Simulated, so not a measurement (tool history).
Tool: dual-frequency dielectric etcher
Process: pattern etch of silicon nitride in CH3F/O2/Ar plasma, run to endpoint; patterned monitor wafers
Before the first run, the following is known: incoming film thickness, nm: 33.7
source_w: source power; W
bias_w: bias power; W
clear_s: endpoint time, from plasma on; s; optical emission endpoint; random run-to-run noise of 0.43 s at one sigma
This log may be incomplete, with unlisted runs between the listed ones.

run	hour	source_w	bias_w	clear_s
1	0	430	75	45.759
2	8	410	73	47.848
3	14	410	84	45.802
4	17.3	390	83	46.471
5	21.4	390	93	43.474
6	29.2	460	93	40.411
7	31	440	91	41.714
8	33.1	420	89	42.994
9	39.5	400	87	45.23

Estimate the outcome of run 10 from the log above:
10	43.2	380	86	?

{"run 10": {"clear_s": 45.858}}
